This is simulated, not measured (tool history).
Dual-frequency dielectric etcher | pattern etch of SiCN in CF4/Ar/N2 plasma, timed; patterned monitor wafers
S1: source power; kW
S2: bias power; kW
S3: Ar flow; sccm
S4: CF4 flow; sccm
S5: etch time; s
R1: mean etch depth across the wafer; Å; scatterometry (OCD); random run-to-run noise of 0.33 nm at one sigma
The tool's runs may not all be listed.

run,hour,S1,S2,S3,S4,S5,R1
1,0,0.46,0.076,118,68,88,754.53
2,1.7,0.43,0.074,119,68,88,702.59
3,4.2,0.39,0.074,119,68,88,626.38
4,13,0.47,0.074,119,68,88,760.28
5,14.1,0.44,0.074,119,68,88,708.94
6,14.8,0.44,0.074,119,75,88,708.61

Predict the results of run 7:
7,21.5,0.41,0.074,119,75,88,?

Run 7 produced R1 664.96 Å.

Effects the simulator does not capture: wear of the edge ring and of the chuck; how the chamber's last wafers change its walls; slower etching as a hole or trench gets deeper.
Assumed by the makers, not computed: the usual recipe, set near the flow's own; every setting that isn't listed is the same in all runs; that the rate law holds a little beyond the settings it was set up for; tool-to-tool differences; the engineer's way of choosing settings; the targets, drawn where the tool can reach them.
